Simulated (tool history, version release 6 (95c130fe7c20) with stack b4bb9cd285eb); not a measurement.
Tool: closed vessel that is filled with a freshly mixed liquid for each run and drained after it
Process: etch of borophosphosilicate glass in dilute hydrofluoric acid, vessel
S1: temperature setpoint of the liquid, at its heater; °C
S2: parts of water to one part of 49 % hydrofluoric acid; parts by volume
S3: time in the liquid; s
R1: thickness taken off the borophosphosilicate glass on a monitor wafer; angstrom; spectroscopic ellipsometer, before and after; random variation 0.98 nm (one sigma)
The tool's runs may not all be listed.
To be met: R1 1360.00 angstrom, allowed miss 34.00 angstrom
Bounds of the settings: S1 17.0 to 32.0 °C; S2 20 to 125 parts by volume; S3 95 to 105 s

| run | day | S1 | S2 | S3 | R1 |
|---|---|---|---|---|---|
| 1 | 0.000 | 24.0 | 70 | 95 | 773.74 |
| 2 | 0.112 | 27.5 | 70 | 95 | 919.61 |
| 3 | 0.454 | 24.5 | 70 | 95 | 796.59 |
| 4 | 0.546 | 24.5 | 60 | 95 | 957.64 |
| 5 | 0.604 | 24.5 | 60 | 95 | 949.25 |
| 6 | 0.983 | 24.5 | 85 | 95 | 648.25 |
| 7 | 1.142 | 24.5 | 85 | 95 | 645.17 |
| 8 | 1.446 | 25.5 | 80 | 95 | 721.80 |
|  | 1.825 | thermometer replaced |
| 9 | 1.825 | 26.5 | 75 | 95 | 863.96 |
| 10 | 1.967 | 27.0 | 75 | 95 | 892.18 |
| 11 | 2.329 | 27.5 | 75 | 95 | 913.51 |
| 12 | 2.712 | 28.0 | 75 | 95 | 929.78 |
| 13 | 2.829 | 28.5 | 75 | 95 | 943.59 |
| 14 | 2.971 | 29.0 | 75 | 95 | 974.80 |
| 15 | 3.258 | 29.5 | 75 | 95 | 978.81 |
| 16 | 3.500 | 32.0 | 55 | 95 | 1508.50 |
| 17 | 3.638 | 32.0 | 55 | 95 | 1512.30 |

4 next moves are on the table. One of them brings every result within its allowed miss. Which?
| A | 3.775 | 30.5 | 45 | 95 | ? |
| B | 3.775 | 25.0 | 50 | 95 | ? |
| C | 3.775 | 32.0 | 65 | 95 | ? |
| D | 3.775 | 31.5 | 60 | 95 | ? |

| move | R1 |
|---|---|
| A | 1775.50 |
| B | 1272.70 |
| C | 1262.30 |
| D | 1352.10 |
A: further off than the last run
B: takes the result that was furthest off past its target
C: takes the result that was furthest off past its target
D: meets every target
The right move is D.

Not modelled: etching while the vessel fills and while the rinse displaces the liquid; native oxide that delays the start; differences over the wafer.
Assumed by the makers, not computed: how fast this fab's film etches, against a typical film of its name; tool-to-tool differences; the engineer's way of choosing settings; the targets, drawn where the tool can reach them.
